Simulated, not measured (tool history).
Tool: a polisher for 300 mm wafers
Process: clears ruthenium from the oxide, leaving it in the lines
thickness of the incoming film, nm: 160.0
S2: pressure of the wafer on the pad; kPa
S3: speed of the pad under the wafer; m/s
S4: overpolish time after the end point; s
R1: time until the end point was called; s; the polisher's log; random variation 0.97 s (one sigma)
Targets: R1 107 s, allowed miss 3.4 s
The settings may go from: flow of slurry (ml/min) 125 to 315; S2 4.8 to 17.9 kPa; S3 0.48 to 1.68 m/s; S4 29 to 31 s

{"run": 1, "day": 0.0, "flow of slurry (ml/min)": 205, "S2": 11, "S3": 1.08, "S4": 29, "R1": 170.36}
{"run": 2, "day": 0.321, "flow of slurry (ml/min)": 210, "S2": 12.4, "S3": 1.08, "S4": 29, "R1": 153.97}
{"run": 3, "day": 0.633, "flow of slurry (ml/min)": 210, "S2": 13.8, "S3": 1.08, "S4": 29, "R1": 142.5}
{"run": 4, "day": 0.688, "flow of slurry (ml/min)": 210, "S2": 15.2, "S3": 1.08, "S4": 29, "R1": 130.33}
{"run": 5, "day": 0.933, "flow of slurry (ml/min)": 210, "S2": 15.2, "S3": 0.9, "S4": 29, "R1": 148.46}
{"run": 6, "day": 1.288, "flow of slurry (ml/min)": 210, "S2": 15.2, "S3": 0.9, "S4": 31, "R1": 149.27}
{"run": 7, "day": 1.496, "flow of slurry (ml/min)": 225, "S2": 17.9, "S3": 1, "S4": 31, "R1": 119.16}
{"run": 8, "day": 1.692, "flow of slurry (ml/min)": 225, "S2": 17.9, "S3": 1.04, "S4": 31, "R1": 115.5}
{"run": 9, "day": 2.008, "flow of slurry (ml/min)": 225, "S2": 17.9, "S3": 1.06, "S4": 31, "R1": 113.41}
{"run": 10, "day": 2.138, "flow of slurry (ml/min)": 225, "S2": 17.9, "S3": 1.08, "S4": 31, "R1": 112.71}
{"run": 11, "day": 2.362, "flow of slurry (ml/min)": 225, "S2": 17.9, "S3": 1.1, "S4": 31, "R1": 110.07}

Which of these 4 next moves meets every target?
{"run": "A", "day": 2.588, "flow of slurry (ml/min)": 210, "S2": 16.5, "S3": 1.12, "S4": 29, "R1": "?"}
{"run": "B", "day": 2.588, "flow of slurry (ml/min)": 235, "S2": 16.5, "S3": 1.16, "S4": 31, "R1": "?"}
{"run": "C", "day": 2.588, "flow of slurry (ml/min)": 230, "S2": 17.9, "S3": 1.02, "S4": 31, "R1": "?"}
{"run": "D", "day": 2.588, "flow of slurry (ml/min)": 240, "S2": 17.9, "S3": 1.16, "S4": 31, "R1": "?"}

move=A R1=118.6
move=B R1=114.13
move=C R1=117.03
move=D R1=106.36
A: further off than the last run
B: further off than the last run
C: further off than the last run
D: meets every target
The right move is D.
